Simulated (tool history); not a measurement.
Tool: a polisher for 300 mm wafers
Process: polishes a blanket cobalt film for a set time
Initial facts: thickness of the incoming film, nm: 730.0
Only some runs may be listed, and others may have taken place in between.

run	hour	flow of slurry (ml/min)	pressure of the wafer on the pad (kPa)	speed of the pad under the wafer (cm/s)	polishing time (s)	film removed (Å)
1	0.0	320	17.2	102	22	1290.9
2	7.6	320	18.6	102	22	1369.7
3	12.2	320	18.6	116	22	1548.7
4	17.3	320	16.5	116	22	1400.2
5	22.8	320	17.9	116	22	1510.6
6	24.3	320	17.9	138	22	1773.4
7	28.6	320	17.9	138	22	1755.5

Predict the results of run 8:
8	37.0	320	18.6	138	22	?

film removed (Å): 1845.4

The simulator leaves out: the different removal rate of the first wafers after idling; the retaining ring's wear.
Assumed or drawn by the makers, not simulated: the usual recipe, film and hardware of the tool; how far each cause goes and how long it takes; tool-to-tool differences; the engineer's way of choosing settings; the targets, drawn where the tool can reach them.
